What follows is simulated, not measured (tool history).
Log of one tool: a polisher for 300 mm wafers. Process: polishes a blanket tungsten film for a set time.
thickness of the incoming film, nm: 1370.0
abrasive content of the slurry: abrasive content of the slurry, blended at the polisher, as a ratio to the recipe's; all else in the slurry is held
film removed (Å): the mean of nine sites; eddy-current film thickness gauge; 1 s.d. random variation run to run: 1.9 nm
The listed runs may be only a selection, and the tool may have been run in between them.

run,day,flow of slurry (ml/min),pressure of the wafer on the pad (kPa),speed of the pad under the wafer (cm/s),abrasive content of the slurry,polishing time (s),film removed (Å)
1,0.000,155,25.5,104,1.0,38,2294.4
2,0.342,155,25.5,104,0.9,38,2284.9
3,0.654,140,25.5,104,0.9,38,2186.5
4,0.746,140,25.5,104,0.9,38,2206.1
5,1.046,140,25.5,118,0.9,38,2546.1
6,1.100,140,25.5,118,0.9,38,2453.1
7,1.404,135,23.4,118,0.9,38,2305.6
8,1.671,130,21.4,118,0.9,38,2053.3

For run 9, what comes out?
9,1.779,130,21.4,118,0.9,38,?

film removed (Å): 2031.5
